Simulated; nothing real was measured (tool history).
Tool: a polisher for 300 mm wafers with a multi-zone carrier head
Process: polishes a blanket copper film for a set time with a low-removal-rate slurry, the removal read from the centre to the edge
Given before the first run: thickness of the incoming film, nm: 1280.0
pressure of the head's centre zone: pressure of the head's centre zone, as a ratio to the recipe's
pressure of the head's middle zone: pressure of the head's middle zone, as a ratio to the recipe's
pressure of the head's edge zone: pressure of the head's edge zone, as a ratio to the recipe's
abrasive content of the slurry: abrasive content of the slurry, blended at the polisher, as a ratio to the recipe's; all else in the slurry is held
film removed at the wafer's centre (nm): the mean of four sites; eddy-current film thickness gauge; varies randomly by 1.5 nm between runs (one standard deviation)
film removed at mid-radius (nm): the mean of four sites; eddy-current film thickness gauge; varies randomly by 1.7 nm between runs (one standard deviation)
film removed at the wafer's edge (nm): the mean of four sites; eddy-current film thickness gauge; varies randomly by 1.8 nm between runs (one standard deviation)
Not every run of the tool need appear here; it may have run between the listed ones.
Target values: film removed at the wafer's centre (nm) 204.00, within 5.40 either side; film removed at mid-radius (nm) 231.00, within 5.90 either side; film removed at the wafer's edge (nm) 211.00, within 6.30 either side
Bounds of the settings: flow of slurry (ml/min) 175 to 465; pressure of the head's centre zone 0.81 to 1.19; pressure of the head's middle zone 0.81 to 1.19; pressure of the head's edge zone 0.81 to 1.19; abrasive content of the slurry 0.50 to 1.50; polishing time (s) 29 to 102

run  hour  flow of slurry (ml/min)  pressure of the head's centre zone  pressure of the head's middle zone  pressure of the head's edge zone  abrasive content of the slurry  polishing time (s)  film removed at the wafer's centre (nm)  film removed at mid-radius (nm)  film removed at the wafer's edge (nm)
  1   0.0                      295                                1.00                                1.00                              1.00                            1.00                  65                                   133.70                           134.75                                 131.60
  2   7.6                      305                                1.01                                1.03                              1.03                            1.10                  69                                   146.32                           150.28                                 148.25
  3  13.7                      320                                1.02                                1.06                              1.03                            1.20                  72                                   156.48                           164.90                                 155.23
  4  17.7                      320                                1.02                                1.06                              1.03                            1.20                  84                                   182.91                           194.39                                 183.56
  5  19.5                      320                                0.96                                1.06                              1.03                            1.20                  84                                   177.27                           193.27                                 182.73
  6  21.8                      320                                0.96                                1.06                              1.06                            1.20                  84                                   178.01                           192.59                                 183.95
  7  23.9                      320                                0.97                                1.08                              1.08                            1.25                  85                                   179.73                           199.32                                 192.63
  8  29.9                      320                                0.97                                1.08                              1.08                            1.25                  85                                   183.21                           200.85                                 190.81
  9  35.5                      325                                0.98                                1.10                              1.10                            1.30                  85                                   184.08                           205.06                                 192.75
 10  38.9                      330                                0.99                                1.11                              1.11                            1.35                  86                                   190.71                           212.08                                 199.56
 11  41.8                      340                                1.00                                1.12                              1.12                            1.40                  86                                   191.56                           215.66                                 200.78

Which one of the following 5 next-run settings gets every result inside its allowed miss? There is exactly one.
  A  44.7                      310                                0.87                                1.02                              1.19                            1.35                  89                                        ?                                ?                                      ?
  B  44.7                      320                                0.90                                0.99                              1.16                            1.45                  86                                        ?                                ?                                      ?
  C  44.7                      260                                0.88                                1.19                              1.19                            1.35                  91                                        ?                                ?                                      ?
  D  44.7                      345                                1.01                                1.16                              1.12                            1.40                  89                                        ?                                ?                                      ?
  E  44.7                      405                                0.94                                1.00                              1.19                            1.40                  86                                        ?                                ?                                      ?

move  film removed at the wafer's centre (nm)  film removed at mid-radius (nm)  film removed at the wafer's edge (nm)
   A                                   178.56                           202.07                                 214.72
   B                                   180.28                           194.18                                 208.75
   C                                   180.22                           231.07                                 215.71
   D                                   202.99                           229.74                                 211.13
   E                                   188.69                           198.24                                 213.16
A: its largest miss is bigger than the last run's
B: its largest miss is bigger than the last run's
C: brings the result that was furthest off to its target, and leaves another outside
D: each result inside its tolerance
E: its largest miss is bigger than the last run's
The right move is D.
